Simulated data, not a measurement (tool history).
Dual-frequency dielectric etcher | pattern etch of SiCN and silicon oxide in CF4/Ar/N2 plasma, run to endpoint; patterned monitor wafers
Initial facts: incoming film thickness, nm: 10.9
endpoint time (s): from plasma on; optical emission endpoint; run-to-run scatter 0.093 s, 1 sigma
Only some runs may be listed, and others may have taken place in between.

run,day,source power (W),bias power (W),Ar flow (sccm),CF4 flow (sccm),endpoint time (s)
1,0.000,400,57,116,65,15.261
2,0.308,370,56,117,65,16.546
3,0.421,370,56,117,55,17.107
4,0.771,370,56,117,61,16.703
5,1.079,350,56,117,61,17.631
6,1.283,380,56,117,61,16.273
7,1.529,360,56,117,61,16.975
8,1.846,340,55,118,61,18.226

Run 9 is up next; what results do you expect?
9,2.162,330,55,118,61,?

{"run 9": {"endpoint time (s)": 18.727}}
